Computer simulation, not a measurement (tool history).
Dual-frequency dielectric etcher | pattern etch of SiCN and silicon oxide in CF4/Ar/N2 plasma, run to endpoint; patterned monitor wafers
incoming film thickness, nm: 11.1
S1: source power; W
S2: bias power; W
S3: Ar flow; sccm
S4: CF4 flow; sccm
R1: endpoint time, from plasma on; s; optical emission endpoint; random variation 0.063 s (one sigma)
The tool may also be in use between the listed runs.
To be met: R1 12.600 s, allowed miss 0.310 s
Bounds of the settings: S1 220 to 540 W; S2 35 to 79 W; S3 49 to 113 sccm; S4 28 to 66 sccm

run  hour   S1  S2  S3  S4      R1
  1   0.0  380  57  81  47  16.590
  2   1.4  400  57  81  47  16.158
  3   7.4  430  58  81  47  15.148
  4   8.7  430  58  81  52  14.957
  5  13.2  450  58  81  52  14.549
  6  19.0  450  55  81  52  14.846
  7  23.6  470  55  81  52  14.448
  8  30.4  480  56  81  52  14.039
  9  38.9  490  56  81  52  14.010
 10  46.2  500  57  80  52  13.585
 11  50.8  510  58  80  52  13.206
 12  52.5  510  58  80  52  13.267
 13  56.7  520  58  80  52  13.213
 14  58.3  520  59  80  52  13.002

4 next moves are on the table. One of them brings every result within its allowed miss. Which?
  A  59.9  500  57  76  55   ?
  B  59.9  490  58  82  53   ?
  C  59.9  540  63  99  52   ?
  D  59.9  520  54  83  55   ?

move      R1
   A  13.411
   B  13.693
   C  12.713
   D  13.530
A: further off than the last run
B: further off than the last run
C: meets every target
D: further off than the last run
The right move is C.

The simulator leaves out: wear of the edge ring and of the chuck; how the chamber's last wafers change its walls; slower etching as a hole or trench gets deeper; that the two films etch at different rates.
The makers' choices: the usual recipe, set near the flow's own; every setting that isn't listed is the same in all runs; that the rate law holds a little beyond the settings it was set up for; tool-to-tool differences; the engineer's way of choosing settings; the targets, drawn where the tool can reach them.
